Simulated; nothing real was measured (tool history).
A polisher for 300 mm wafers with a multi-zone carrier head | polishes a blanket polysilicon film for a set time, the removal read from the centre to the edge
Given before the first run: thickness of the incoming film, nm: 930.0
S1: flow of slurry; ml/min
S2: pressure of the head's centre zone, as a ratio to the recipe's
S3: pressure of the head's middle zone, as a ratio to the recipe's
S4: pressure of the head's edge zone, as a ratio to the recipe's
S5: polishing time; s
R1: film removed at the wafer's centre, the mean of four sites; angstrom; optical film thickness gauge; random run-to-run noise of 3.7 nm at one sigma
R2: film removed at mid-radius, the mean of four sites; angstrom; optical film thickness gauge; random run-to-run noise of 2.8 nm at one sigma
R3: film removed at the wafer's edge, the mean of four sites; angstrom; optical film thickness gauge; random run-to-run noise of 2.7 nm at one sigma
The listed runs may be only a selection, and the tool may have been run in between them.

run	hour	S1	S2	S3	S4	S5	R1	R2	R3
1	0.0	190	1.00	1.00	1.00	35	3532.8	3419.1	3516.9
2	4.8	190	1.00	1.03	1.00	35	3459.0	3597.5	3510.8
3	7.9	185	0.98	1.03	0.98	35	3362.7	3582.0	3455.0
4	15.7	230	0.98	1.03	0.98	35	3579.4	3648.5	3564.0
5	21.6	230	1.04	1.03	0.98	35	3676.6	3655.2	3526.5
6	25.0	230	1.04	0.98	0.98	35	3662.7	3504.9	3598.9
7	32.0	230	1.04	0.98	0.98	35	3772.8	3595.4	3576.7
8	39.0	220	1.01	1.00	0.97	35	3627.6	3558.4	3474.2

Forecast run 9:
9	43.6	210	0.98	1.01	0.97	35	?	?	?

For run 9 the tool returned R1 3443.1 angstrom, R2 3567.9 angstrom, R3 3464.8 angstrom.
